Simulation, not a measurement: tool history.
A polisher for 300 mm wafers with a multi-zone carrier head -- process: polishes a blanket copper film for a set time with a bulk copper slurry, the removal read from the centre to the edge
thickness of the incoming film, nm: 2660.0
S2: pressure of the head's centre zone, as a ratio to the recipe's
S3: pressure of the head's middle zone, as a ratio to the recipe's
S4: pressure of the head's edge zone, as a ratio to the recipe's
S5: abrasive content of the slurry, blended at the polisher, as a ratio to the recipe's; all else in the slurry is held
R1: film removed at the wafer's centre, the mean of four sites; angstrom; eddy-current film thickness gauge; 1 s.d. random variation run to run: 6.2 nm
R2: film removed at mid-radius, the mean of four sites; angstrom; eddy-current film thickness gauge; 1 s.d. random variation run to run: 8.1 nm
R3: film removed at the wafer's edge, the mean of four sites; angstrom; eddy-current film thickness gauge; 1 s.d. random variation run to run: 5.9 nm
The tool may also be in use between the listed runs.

Run 1, day 0: flow of slurry (ml/min) 150, S2 1, S3 1, S4 1, S5 1, polishing time (s) 68. Result: R1 5242.6 angstrom, R2 5386.2 angstrom, R3 5603.8 angstrom.
Run 2, day 0.217: flow of slurry (ml/min) 160, S2 1.03, S3 1.01, S4 1.02, S5 1.1, polishing time (s) 68. Result: R1 5652.7 angstrom, R2 5425.6 angstrom, R3 5852.3 angstrom.
Run 3, day 0.575: flow of slurry (ml/min) 165, S2 1.04, S3 1.04, S4 1.03, S5 1.15, polishing time (s) 69. Result: R1 5933.8 angstrom, R2 5788.5 angstrom, R3 5964.3 angstrom.
Run 4, day 0.688: flow of slurry (ml/min) 170, S2 1.05, S3 1.05, S4 1.05, S5 1.2, polishing time (s) 70. Result: R1 6113.4 angstrom, R2 6120.1 angstrom, R3 6177.9 angstrom.
At day 0.904: edge zone pressure recalibrated.
Run 5, day 0.904: flow of slurry (ml/min) 170, S2 1.05, S3 1.05, S4 1.1, S5 1.2, polishing time (s) 70. Result: R1 6209.2 angstrom, R2 5966.5 angstrom, R3 6056.7 angstrom.
Run 6, day 1.138: flow of slurry (ml/min) 175, S2 1.06, S3 1.04, S4 1.08, S5 1.25, polishing time (s) 71. Result: R1 6388.6 angstrom, R2 6032.5 angstrom, R3 6257.6 angstrom.
Run 7, day 1.408: flow of slurry (ml/min) 180, S2 1.06, S3 1.04, S4 1.08, S5 1.3, polishing time (s) 72. Result: R1 6495.6 angstrom, R2 6150 angstrom, R3 6446.6 angstrom.

What will run 8 give?
Run 8, day 1.767: flow of slurry (ml/min) 185, S2 1.07, S3 1.04, S4 1.08, S5 1.35, polishing time (s) 73. Result: R1 ?, R2 ?, R3 ?.

R1: 6738.7 angstrom
R2: 6389.9 angstrom
R3: 6629.4 angstrom
